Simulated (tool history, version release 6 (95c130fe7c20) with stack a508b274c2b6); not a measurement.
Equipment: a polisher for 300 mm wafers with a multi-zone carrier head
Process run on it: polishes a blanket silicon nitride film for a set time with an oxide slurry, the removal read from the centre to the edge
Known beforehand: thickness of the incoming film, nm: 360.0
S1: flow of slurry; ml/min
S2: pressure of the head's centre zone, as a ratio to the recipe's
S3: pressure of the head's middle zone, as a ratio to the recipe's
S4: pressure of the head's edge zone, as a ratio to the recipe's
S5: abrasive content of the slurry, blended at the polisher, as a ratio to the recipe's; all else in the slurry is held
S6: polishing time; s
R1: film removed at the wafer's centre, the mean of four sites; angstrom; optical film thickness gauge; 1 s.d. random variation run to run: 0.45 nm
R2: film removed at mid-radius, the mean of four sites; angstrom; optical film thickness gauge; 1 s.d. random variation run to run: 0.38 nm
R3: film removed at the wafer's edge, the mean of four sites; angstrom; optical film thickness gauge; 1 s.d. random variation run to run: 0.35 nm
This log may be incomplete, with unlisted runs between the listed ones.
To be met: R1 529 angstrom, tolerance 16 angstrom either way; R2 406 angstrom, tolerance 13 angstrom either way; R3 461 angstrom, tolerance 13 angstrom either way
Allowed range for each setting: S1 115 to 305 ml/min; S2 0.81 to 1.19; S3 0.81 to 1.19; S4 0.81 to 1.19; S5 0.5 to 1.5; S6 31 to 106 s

{"run": 1, "hour": 0.0, "S1": 195, "S2": 1, "S3": 1, "S4": 1, "S5": 1, "S6": 68, "R1": 503.37, "R2": 481.25, "R3": 492.48}
{"run": 2, "hour": 6.9, "S1": 215, "S2": 1, "S3": 1, "S4": 1, "S5": 1, "S6": 68, "R1": 506.32, "R2": 486.82, "R3": 494.93}
{"run": 3, "hour": 13.0, "S1": 215, "S2": 1, "S3": 1, "S4": 1, "S5": 0.85, "S6": 68, "R1": 487.42, "R2": 458.07, "R3": 463.26}
{"run": 4, "hour": 13.8, "S1": 215, "S2": 1, "S3": 1, "S4": 1, "S5": 1, "S6": 68, "R1": 511.31, "R2": 478.73, "R3": 494.21}
{"run": 5, "hour": 22.2, "S1": 215, "S2": 1.01, "S3": 0.98, "S4": 0.99, "S5": 1, "S6": 68, "R1": 514.49, "R2": 481.98, "R3": 481.87}
{"run": 6, "hour": 28.5, "S1": 195, "S2": 1.01, "S3": 0.98, "S4": 0.99, "S5": 1, "S6": 68, "R1": 508.7, "R2": 471.79, "R3": 488.31}
{"run": 7, "hour": 32.7, "S1": 190, "S2": 1.02, "S3": 0.96, "S4": 0.99, "S5": 1, "S6": 68, "R1": 514.81, "R2": 468.94, "R3": 488.91}
{"run": 8, "hour": 37.3, "S1": 190, "S2": 1.03, "S3": 0.94, "S4": 0.99, "S5": 1, "S6": 68, "R1": 522.78, "R2": 469.72, "R3": 481.12}
{"run": 9, "hour": 42.4, "S1": 185, "S2": 1.04, "S3": 0.93, "S4": 1.01, "S5": 1, "S6": 68, "R1": 518.57, "R2": 456.5, "R3": 487.95}
{"run": 10, "hour": 51.4, "S1": 185, "S2": 1.05, "S3": 0.92, "S4": 1.01, "S5": 1, "S6": 68, "R1": 520.72, "R2": 451.65, "R3": 487.67}
{"run": 11, "hour": 59.4, "S1": 185, "S2": 1.06, "S3": 0.91, "S4": 1.01, "S5": 1, "S6": 68, "R1": 530.64, "R2": 452.54, "R3": 488.52}
{"run": 12, "hour": 66.3, "S1": 185, "S2": 1.06, "S3": 0.9, "S4": 1.01, "S5": 1, "S6": 68, "R1": 535.76, "R2": 447.47, "R3": 487.83}

4 next moves are on the table. One of them brings every result within its allowed miss. Which?
{"run": "A", "hour": 73.2, "S1": 145, "S2": 1.15, "S3": 0.96, "S4": 0.88, "S5": 0.9, "S6": 71, "R1": "?", "R2": "?", "R3": "?"}
{"run": "B", "hour": 73.2, "S1": 210, "S2": 1.1, "S3": 0.84, "S4": 1.01, "S5": 1, "S6": 64, "R1": "?", "R2": "?", "R3": "?"}
{"run": "C", "hour": 73.2, "S1": 230, "S2": 1.09, "S3": 1.06, "S4": 0.81, "S5": 1.05, "S6": 67, "R1": "?", "R2": "?", "R3": "?"}
{"run": "D", "hour": 73.2, "S1": 205, "S2": 1.09, "S3": 1, "S4": 1.08, "S5": 1.1, "S6": 65, "R1": "?", "R2": "?", "R3": "?"}

move=A R1=568.79 R2=451.98 R3=447.04
move=B R1=534.8 R2=405.05 R3=462.31
move=C R1=572.02 R2=509.54 R3=447.67
move=D R1=557.88 R2=478.08 R3=502.1
A: misses by more than the last run did
B: each result inside its tolerance
C: misses by more than the last run did
D: misses by more than the last run did
Correct choice: B, which meets every target

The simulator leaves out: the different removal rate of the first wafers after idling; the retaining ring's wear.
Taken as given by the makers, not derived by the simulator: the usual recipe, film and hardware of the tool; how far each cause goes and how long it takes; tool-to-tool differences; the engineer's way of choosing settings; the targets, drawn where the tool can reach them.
